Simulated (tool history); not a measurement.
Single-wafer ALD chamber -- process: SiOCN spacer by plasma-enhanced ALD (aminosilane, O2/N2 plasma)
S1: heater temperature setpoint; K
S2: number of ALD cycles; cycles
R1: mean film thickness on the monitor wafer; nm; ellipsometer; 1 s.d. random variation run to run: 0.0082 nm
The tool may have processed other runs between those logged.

{"run": 1, "day": 0.0, "S1": 678.15, "S2": 36, "R1": 2.3153}
{"run": 2, "day": 0.283, "S1": 668.15, "S2": 36, "R1": 2.3346}
{"run": 3, "day": 0.525, "S1": 668.15, "S2": 35, "R1": 2.2592}
{"run": 4, "day": 0.733, "S1": 662.15, "S2": 35, "R1": 2.2739}
{"run": 5, "day": 0.812, "S1": 662.15, "S2": 40, "R1": 2.5943}
{"run": 6, "day": 1.167, "S1": 662.15, "S2": 35, "R1": 2.2824}

Run 7, settings as shown, results not yet in. Your forecast:
{"run": 7, "day": 1.512, "S1": 662.15, "S2": 34, "R1": "?"}

Run 7 produced R1 2.2207 nm.
